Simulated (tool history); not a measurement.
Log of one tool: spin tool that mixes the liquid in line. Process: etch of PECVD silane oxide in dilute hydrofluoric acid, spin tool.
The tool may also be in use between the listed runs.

run	hour	temperature setpoint of the liquid (C)	parts of water to one part of 49 % hydrofluoric acid (parts by volume)	time under the liquid (s)	thickness taken off the PECVD silane oxide on a monitor wafer (nm)
1	0.0	21.0	190	190	11.595
2	3.9	21.0	190	190	11.583
3	5.2	22.0	180	190	12.965
4	12.3	22.5	170	190	14.260
5	18.4	19.5	170	190	12.515
6	22.4	20.5	160	190	13.941
7	25.9	21.5	155	190	15.171
8	30.3	21.5	155	190	15.129
9	36.4	25.5	80	190	37.533
10	37.0	25.0	80	190	36.985
11	45.8	24.5	80	190	36.259
12	46.6	24.0	80	190	35.445
13	54.0	24.0	80	190	35.413

Forecast run 14:
14	59.6	23.5	80	190	?

{"run 14": {"thickness taken off the PECVD silane oxide on a monitor wafer (nm)": 34.744}}

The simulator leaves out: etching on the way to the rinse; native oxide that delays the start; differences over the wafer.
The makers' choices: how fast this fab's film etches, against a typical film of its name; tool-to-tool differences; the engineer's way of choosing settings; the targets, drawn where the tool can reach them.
